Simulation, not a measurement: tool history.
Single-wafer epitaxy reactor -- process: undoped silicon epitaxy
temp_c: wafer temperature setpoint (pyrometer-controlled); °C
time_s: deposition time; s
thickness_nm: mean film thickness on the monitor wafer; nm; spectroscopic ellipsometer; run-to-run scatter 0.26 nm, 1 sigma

run,hour,temp_c,time_s,thickness_nm
1,0,650,517,90.572
2,4.5,650,479,84.381
3,5.9,642,479,69.072
4,9.4,651,479,86.719
5,17.4,647,478,78.266
6,19.7,644,477,72.177
7,24.1,642,476,68.794
8,24.7,641,476,66.758

What does the tool deliver on the next run?
9,31.5,641,476,?

For run 9 the tool returned thickness_nm 66.841 nm.
